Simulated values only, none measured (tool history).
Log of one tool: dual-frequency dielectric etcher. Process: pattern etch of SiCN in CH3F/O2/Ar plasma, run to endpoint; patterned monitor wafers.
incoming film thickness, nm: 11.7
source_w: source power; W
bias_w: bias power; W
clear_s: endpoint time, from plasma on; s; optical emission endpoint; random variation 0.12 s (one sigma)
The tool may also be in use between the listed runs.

| run | hour | source_w | bias_w | clear_s |
|---|---|---|---|---|
| 1 | 0.0 | 530 | 78 | 27.868 |
| 2 | 8.5 | 580 | 78 | 27.045 |
| 3 | 16.4 | 540 | 76 | 28.004 |
| 4 | 23.7 | 500 | 75 | 28.933 |
| 5 | 28.7 | 500 | 64 | 30.710 |
| 6 | 32.5 | 500 | 77 | 28.836 |

The next listed run, before its measurement:
| 7 | 33.4 | 470 | 77 | ? |

Run 7 gave clear_s 29.511 s.
